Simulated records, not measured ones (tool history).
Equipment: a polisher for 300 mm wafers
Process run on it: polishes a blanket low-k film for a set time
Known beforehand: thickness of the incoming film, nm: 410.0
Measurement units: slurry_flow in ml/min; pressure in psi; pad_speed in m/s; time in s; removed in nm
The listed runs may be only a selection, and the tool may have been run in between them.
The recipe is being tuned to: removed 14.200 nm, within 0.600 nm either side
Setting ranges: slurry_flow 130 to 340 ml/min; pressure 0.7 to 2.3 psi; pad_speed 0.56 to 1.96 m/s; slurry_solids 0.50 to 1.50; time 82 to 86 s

| run | day | slurry_flow | pressure | pad_speed | slurry_solids | time | removed |
|---|---|---|---|---|---|---|---|
| 1 | 0.000 | 220 | 1.5 | 1.26 | 1.00 | 82 | 29.185 |
| 2 | 0.088 | 220 | 1.8 | 1.26 | 1.00 | 82 | 34.866 |
| 3 | 0.446 | 220 | 1.6 | 1.20 | 1.00 | 82 | 30.013 |
| 4 | 0.617 | 220 | 1.8 | 1.20 | 1.00 | 82 | 33.130 |
| 5 | 0.946 | 220 | 1.6 | 1.14 | 1.00 | 82 | 28.781 |
| 6 | 1.233 | 220 | 1.6 | 1.14 | 1.00 | 86 | 29.597 |
| 7 | 1.371 | 220 | 1.2 | 0.88 | 0.95 | 86 | 18.293 |
| 8 | 1.696 | 220 | 0.8 | 0.86 | 0.95 | 86 | 13.218 |

Of the 4 settings listed for the next run, only one would bring every result within its allowed miss of target. Which one?
| A | 2.021 | 160 | 1.1 | 1.02 | 0.65 | 86 | ? |
| B | 2.021 | 235 | 1.0 | 0.82 | 0.95 | 86 | ? |
| C | 2.021 | 195 | 0.8 | 1.20 | 0.85 | 85 | ? |
| D | 2.021 | 235 | 0.8 | 0.96 | 1.20 | 83 | ? |

| move | removed |
|---|---|
| A | 13.929 |
| B | 14.898 |
| C | 15.048 |
| D | 15.326 |
A: hits every target within its allowed miss
B: moves the result that the last run missed by most past its target, out the other side
C: moves the result that the last run missed by most past its target, out the other side
D: moves the result that the last run missed by most past its target, out the other side
The move that meets every target is A.
